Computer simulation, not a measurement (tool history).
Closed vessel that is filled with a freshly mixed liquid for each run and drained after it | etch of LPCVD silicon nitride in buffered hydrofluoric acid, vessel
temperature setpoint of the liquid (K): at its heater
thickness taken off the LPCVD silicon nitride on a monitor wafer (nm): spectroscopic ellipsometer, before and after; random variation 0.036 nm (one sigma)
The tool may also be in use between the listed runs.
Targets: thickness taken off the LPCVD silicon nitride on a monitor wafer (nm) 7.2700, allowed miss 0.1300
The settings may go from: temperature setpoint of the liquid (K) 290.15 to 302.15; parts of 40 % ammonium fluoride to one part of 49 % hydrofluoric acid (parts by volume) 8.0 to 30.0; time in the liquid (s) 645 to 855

run	hour	temperature setpoint of the liquid (K)	parts of 40 % ammonium fluoride to one part of 49 % hydrofluoric acid (parts by volume)	time in the liquid (s)	thickness taken off the LPCVD silicon nitride on a monitor wafer (nm)
1	0.0	294.15	21.5	855	4.7614
2	8.8	295.65	21.5	855	5.1799
3	11.4	295.65	21.5	645	3.8881
4	18.8	296.65	19.5	645	4.4052
5	23.0	297.15	18.0	665	5.1260
6	26.8	299.15	18.0	665	5.5972
7	31.4	299.15	18.0	665	5.6511
8	40.7	299.65	17.5	665	5.9674
9	45.7	300.15	17.0	665	6.3424

4 next moves are on the table. One of them brings every result within its allowed miss. Which?
A	50.7	300.65	16.5	720	?
B	50.7	302.15	18.5	785	?
C	50.7	302.15	17.5	740	?
D	50.7	295.65	15.0	680	?

move	thickness taken off the LPCVD silicon nitride on a monitor wafer (nm)
A	7.2610
B	7.6625
C	7.6288
D	5.7407
A: meets every target
B: takes the result that was furthest off past its target
C: takes the result that was furthest off past its target
D: further off than the last run
The right move is A.

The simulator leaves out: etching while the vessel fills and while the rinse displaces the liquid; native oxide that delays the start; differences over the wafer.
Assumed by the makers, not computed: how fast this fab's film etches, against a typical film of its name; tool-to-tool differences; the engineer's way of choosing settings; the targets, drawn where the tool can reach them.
